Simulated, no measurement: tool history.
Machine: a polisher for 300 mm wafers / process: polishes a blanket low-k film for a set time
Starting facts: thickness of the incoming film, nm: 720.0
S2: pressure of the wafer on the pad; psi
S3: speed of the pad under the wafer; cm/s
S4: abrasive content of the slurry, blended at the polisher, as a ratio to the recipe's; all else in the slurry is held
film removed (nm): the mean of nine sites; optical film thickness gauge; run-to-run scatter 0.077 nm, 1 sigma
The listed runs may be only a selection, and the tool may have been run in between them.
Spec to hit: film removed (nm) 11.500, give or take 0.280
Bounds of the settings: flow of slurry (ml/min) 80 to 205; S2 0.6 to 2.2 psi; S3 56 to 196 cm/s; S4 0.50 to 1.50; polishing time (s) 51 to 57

run 1 day=0.000 | flow_of_slurry_(ml/min)=135 S2=1.4 S3=126 S4=1.00 polishing_time_(s)=57 | film_removed_(nm)=19.626
run 2 day=0.188 | flow_of_slurry_(ml/min)=130 S2=1.3 S3=126 S4=1.00 polishing_time_(s)=57 | film_removed_(nm)=18.051
run 3 day=0.229 | flow_of_slurry_(ml/min)=130 S2=1.5 S3=126 S4=1.00 polishing_time_(s)=57 | film_removed_(nm)=20.316
run 4 day=0.283 | flow_of_slurry_(ml/min)=130 S2=1.5 S3=126 S4=1.00 polishing_time_(s)=57 | film_removed_(nm)=20.508
run 5 day=0.592 | flow_of_slurry_(ml/min)=130 S2=1.5 S3=126 S4=1.00 polishing_time_(s)=51 | film_removed_(nm)=18.358
run 6 day=0.675 | flow_of_slurry_(ml/min)=120 S2=1.4 S3=126 S4=1.00 polishing_time_(s)=51 | film_removed_(nm)=16.883
run 7 day=0.800 | flow_of_slurry_(ml/min)=115 S2=1.3 S3=126 S4=1.00 polishing_time_(s)=51 | film_removed_(nm)=15.629
run 8 day=1.138 | flow_of_slurry_(ml/min)=110 S2=1.2 S3=126 S4=1.00 polishing_time_(s)=51 | film_removed_(nm)=14.491
run 9 day=1.408 | flow_of_slurry_(ml/min)=105 S2=1.2 S3=126 S4=1.00 polishing_time_(s)=51 | film_removed_(nm)=14.330
run 10 day=1.612 | flow_of_slurry_(ml/min)=85 S2=0.9 S3=126 S4=1.00 polishing_time_(s)=51 | film_removed_(nm)=10.675
run 11 day=1.633 | flow_of_slurry_(ml/min)=90 S2=0.9 S3=126 S4=1.00 polishing_time_(s)=51 | film_removed_(nm)=10.744
run 12 day=1.821 | flow_of_slurry_(ml/min)=95 S2=0.9 S3=126 S4=1.00 polishing_time_(s)=51 | film_removed_(nm)=10.945

Which single option among these 5 for the next run brings every result within its allowed miss of target? Just one does.
run A day=2.008 | flow_of_slurry_(ml/min)=90 S2=0.9 S3=102 S4=1.15 polishing_time_(s)=54 | film_removed_(nm)=?
run B day=2.008 | flow_of_slurry_(ml/min)=135 S2=0.9 S3=124 S4=0.85 polishing_time_(s)=51 | film_removed_(nm)=?
run C day=2.008 | flow_of_slurry_(ml/min)=100 S2=0.8 S3=124 S4=1.00 polishing_time_(s)=53 | film_removed_(nm)=?
run D day=2.008 | flow_of_slurry_(ml/min)=90 S2=0.8 S3=142 S4=1.05 polishing_time_(s)=53 | film_removed_(nm)=?
run E day=2.008 | flow_of_slurry_(ml/min)=85 S2=1.2 S3=86 S4=1.10 polishing_time_(s)=52 | film_removed_(nm)=?

move=A film_removed_(nm)=10.356
move=B film_removed_(nm)=10.524
move=C film_removed_(nm)=10.246
move=D film_removed_(nm)=11.434
move=E film_removed_(nm)=10.798
A: lands further from the targets than the last run did
B: lands further from the targets than the last run did
C: lands further from the targets than the last run did
D: all results in spec
E: lands further from the targets than the last run did
Correct choice: D, which meets every target
